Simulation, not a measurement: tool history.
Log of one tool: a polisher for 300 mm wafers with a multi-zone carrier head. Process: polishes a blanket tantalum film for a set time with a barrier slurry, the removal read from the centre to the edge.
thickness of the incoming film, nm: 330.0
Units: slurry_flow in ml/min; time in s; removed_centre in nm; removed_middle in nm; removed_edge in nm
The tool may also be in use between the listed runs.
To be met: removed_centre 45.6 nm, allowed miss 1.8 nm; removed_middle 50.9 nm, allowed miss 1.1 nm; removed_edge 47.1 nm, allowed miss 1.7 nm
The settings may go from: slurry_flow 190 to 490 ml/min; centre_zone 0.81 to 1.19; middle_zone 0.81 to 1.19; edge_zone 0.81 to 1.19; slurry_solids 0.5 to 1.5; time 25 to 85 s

run,hour,slurry_flow,centre_zone,middle_zone,edge_zone,slurry_solids,time,removed_centre,removed_middle,removed_edge
1,0,315,1,1,1,1,55,93.346,92.368,96.482
2,1.8,315,0.99,1,0.98,0.95,51,84.426,85.061,85.485
3,3.7,315,0.99,1,0.98,0.95,58,95.928,95.377,95.546
4,6,315,0.99,1,0.98,0.95,68,113.13,112,115.88
5,14.9,310,0.97,0.99,0.96,0.9,63,101.31,101.02,103.94
6,16,310,0.96,0.99,0.95,0.85,58,90.079,91.982,94.848
7,21.8,310,0.96,0.99,0.95,0.85,58,90.492,91.611,94.124
8,25.1,315,0.96,1,0.94,0.8,54,83.287,85.62,84.959
9,33.4,320,0.95,1,0.93,0.75,50,74.587,77.564,77.796
10,40.6,320,0.95,1.01,0.92,0.7,47,68.739,72.458,71.088
# hour 45.1: slurry nozzle cleaned
11,45.1,320,0.95,1.01,0.91,0.65,45,66.302,70.222,67.485
12,47.6,315,0.86,0.96,0.82,0.5,30,37.964,41.792,40.88
13,53.6,370,0.96,1.06,0.92,0.55,28,41.339,43.754,40.328
14,59.5,360,0.96,1.07,0.94,0.6,28,42.455,45.306,42.806
15,64.5,350,0.96,1.08,0.95,0.6,28,41.357,44.918,42.316
16,71.1,345,0.97,1.09,0.95,0.65,28,43.314,46.649,42.988

5 next moves are on the table. One of them brings every result within its allowed miss. Which?
A,77.7,380,0.95,1.11,0.98,0.8,28,?,?,?
B,77.7,315,0.99,1.08,0.99,0.7,32,?,?,?
C,77.7,400,1.09,1.01,0.92,0.75,25,?,?,?
D,77.7,300,0.84,0.97,1.08,0.65,32,?,?,?
E,77.7,340,0.9,1.13,1.01,0.7,28,?,?,?

move,removed_centre,removed_middle,removed_edge
A,45.7,50.462,46.403
B,51.768,53.732,50.893
C,46.22,41.253,39.835
D,42.775,48.285,51.71
E,41.418,49.025,45.081
A: meets every target
B: takes the result that was furthest off past its target
C: further off than the last run
D: nearer than the last run, and not there yet
E: nearer than the last run, and not there yet
The right move is A.
